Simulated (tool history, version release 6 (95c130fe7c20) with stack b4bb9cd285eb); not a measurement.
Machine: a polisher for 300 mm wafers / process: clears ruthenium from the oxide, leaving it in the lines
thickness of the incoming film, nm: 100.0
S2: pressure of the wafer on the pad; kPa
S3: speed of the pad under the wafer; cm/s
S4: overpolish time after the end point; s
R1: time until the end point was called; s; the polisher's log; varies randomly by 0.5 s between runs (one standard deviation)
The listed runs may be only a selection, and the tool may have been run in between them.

Run 1, day 0: flow of slurry (ml/min) 290, S2 17.2 kPa, S3 92 cm/s, S4 35 s. Result: R1 82.962 s.
Run 2, day 0.367: flow of slurry (ml/min) 290, S2 18.6 kPa, S3 92 cm/s, S4 35 s. Result: R1 76.029 s.
Run 3, day 0.671: flow of slurry (ml/min) 290, S2 20 kPa, S3 92 cm/s, S4 35 s. Result: R1 72.499 s.
Run 4, day 0.833: flow of slurry (ml/min) 290, S2 21.4 kPa, S3 94 cm/s, S4 35 s. Result: R1 66.095 s.
Run 5, day 0.954: flow of slurry (ml/min) 290, S2 22.1 kPa, S3 94 cm/s, S4 35 s. Result: R1 63.186 s.
Run 6, day 1.196: flow of slurry (ml/min) 230, S2 22.1 kPa, S3 94 cm/s, S4 35 s. Result: R1 65.591 s.
Run 7, day 1.358: flow of slurry (ml/min) 230, S2 22.1 kPa, S3 94 cm/s, S4 35 s. Result: R1 64.414 s.
Run 8, day 1.721: flow of slurry (ml/min) 230, S2 22.8 kPa, S3 94 cm/s, S4 35 s. Result: R1 63.735 s.
Run 9, day 1.75: flow of slurry (ml/min) 235, S2 23.4 kPa, S3 94 cm/s, S4 35 s. Result: R1 61.998 s.
Run 10, day 1.983: flow of slurry (ml/min) 240, S2 24.1 kPa, S3 96 cm/s, S4 35 s. Result: R1 58.823 s.
Run 11, day 2.079: flow of slurry (ml/min) 240, S2 24.8 kPa, S3 98 cm/s, S4 35 s. Result: R1 56.493 s.
Run 12, day 2.388: flow of slurry (ml/min) 240, S2 24.8 kPa, S3 100 cm/s, S4 35 s. Result: R1 54.768 s.

Run 13 has not been measured yet. What should we expect?
At day 2.562: head pressure recalibrated.
Run 13, day 2.562: flow of slurry (ml/min) 245, S2 26.2 kPa, S3 102 cm/s, S4 35 s. Result: R1 ?.

Logged for run 13: R1 54.574 s.

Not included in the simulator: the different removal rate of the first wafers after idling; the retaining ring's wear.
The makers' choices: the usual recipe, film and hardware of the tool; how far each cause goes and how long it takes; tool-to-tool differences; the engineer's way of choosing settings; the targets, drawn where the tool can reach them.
